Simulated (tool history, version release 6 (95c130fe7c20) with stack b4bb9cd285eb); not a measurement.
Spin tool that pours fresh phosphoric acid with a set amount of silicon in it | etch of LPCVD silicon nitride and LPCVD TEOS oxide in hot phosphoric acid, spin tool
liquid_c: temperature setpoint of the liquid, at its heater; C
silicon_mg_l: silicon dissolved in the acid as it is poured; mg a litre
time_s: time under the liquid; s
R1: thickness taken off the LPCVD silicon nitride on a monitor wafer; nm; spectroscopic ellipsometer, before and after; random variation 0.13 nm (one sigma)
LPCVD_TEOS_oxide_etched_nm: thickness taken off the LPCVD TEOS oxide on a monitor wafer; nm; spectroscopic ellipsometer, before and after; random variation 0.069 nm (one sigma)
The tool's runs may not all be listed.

run 1 hour=0 | liquid_c=163 silicon_mg_l=26.5 time_s=180 | R1=17.904 LPCVD_TEOS_oxide_etched_nm=0.70417
run 2 hour=1.9 | liquid_c=163 silicon_mg_l=12.5 time_s=180 | R1=18.007 LPCVD_TEOS_oxide_etched_nm=1.067
run 3 hour=8.3 | liquid_c=163 silicon_mg_l=12.5 time_s=235 | R1=23.45 LPCVD_TEOS_oxide_etched_nm=1.4412
run 4 hour=10.4 | liquid_c=164 silicon_mg_l=15 time_s=240 | R1=24.895 LPCVD_TEOS_oxide_etched_nm=1.5197
run 5 hour=17.1 | liquid_c=165 silicon_mg_l=17.5 time_s=245 | R1=26.211 LPCVD_TEOS_oxide_etched_nm=1.5571
run 6 hour=21.4 | liquid_c=166.5 silicon_mg_l=17.5 time_s=245 | R1=27.47 LPCVD_TEOS_oxide_etched_nm=1.7941
run 7 hour=27.2 | liquid_c=166.5 silicon_mg_l=17.5 time_s=245 | R1=27.303 LPCVD_TEOS_oxide_etched_nm=1.6158
run 8 hour=30.2 | liquid_c=167 silicon_mg_l=18.5 time_s=245 | R1=27.834 LPCVD_TEOS_oxide_etched_nm=1.8413

Run 9 comes next. What will it give?
run 9 hour=39.1 | liquid_c=167 silicon_mg_l=20.5 time_s=245 | R1=? LPCVD_TEOS_oxide_etched_nm=?

{"run 9": {"R1": 27.948, "LPCVD_TEOS_oxide_etched_nm": 1.5242}}
